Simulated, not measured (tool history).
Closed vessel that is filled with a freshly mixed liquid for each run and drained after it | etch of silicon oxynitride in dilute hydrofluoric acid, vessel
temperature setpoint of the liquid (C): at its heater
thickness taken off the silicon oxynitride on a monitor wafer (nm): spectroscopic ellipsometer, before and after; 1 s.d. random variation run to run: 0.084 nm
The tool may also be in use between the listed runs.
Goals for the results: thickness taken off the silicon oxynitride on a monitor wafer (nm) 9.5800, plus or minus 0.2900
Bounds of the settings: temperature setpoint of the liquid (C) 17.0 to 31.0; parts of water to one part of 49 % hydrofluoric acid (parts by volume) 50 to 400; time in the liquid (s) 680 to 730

| run | day | temperature setpoint of the liquid (C) | parts of water to one part of 49 % hydrofluoric acid (parts by volume) | time in the liquid (s) | thickness taken off the silicon oxynitride on a monitor wafer (nm) |
|---|---|---|---|---|---|
| 1 | 0.000 | 23.0 | 225 | 680 | 11.9130 |
| 2 | 0.208 | 23.0 | 225 | 680 | 11.8080 |
| 3 | 0.412 | 24.5 | 225 | 680 | 12.6450 |
| 4 | 0.642 | 24.5 | 305 | 680 | 8.7122 |
| 5 | 0.867 | 25.0 | 305 | 680 | 8.9361 |
| 6 | 1.129 | 28.0 | 305 | 680 | 10.0990 |
| 7 | 1.221 | 28.0 | 305 | 680 | 10.1190 |
| 8 | 1.417 | 27.5 | 305 | 680 | 10.0100 |

Pick the move, out of 5, that brings all results within their allowed miss; only one does.
| A | 1.612 | 27.5 | 300 | 690 | ? |
| B | 1.612 | 27.5 | 305 | 710 | ? |
| C | 1.612 | 27.0 | 295 | 700 | ? |
| D | 1.612 | 26.5 | 295 | 700 | ? |
| E | 1.612 | 31.0 | 365 | 705 | ? |

| move | thickness taken off the silicon oxynitride on a monitor wafer (nm) |
|---|---|
| A | 10.4740 |
| B | 10.5620 |
| C | 10.6280 |
| D | 10.4110 |
| E | 9.6004 |
A: moves away from the targets compared with the last run
B: moves away from the targets compared with the last run
C: moves away from the targets compared with the last run
D: moves away from the targets compared with the last run
E: each result inside its tolerance
E is the move that brings every result within its allowed miss.
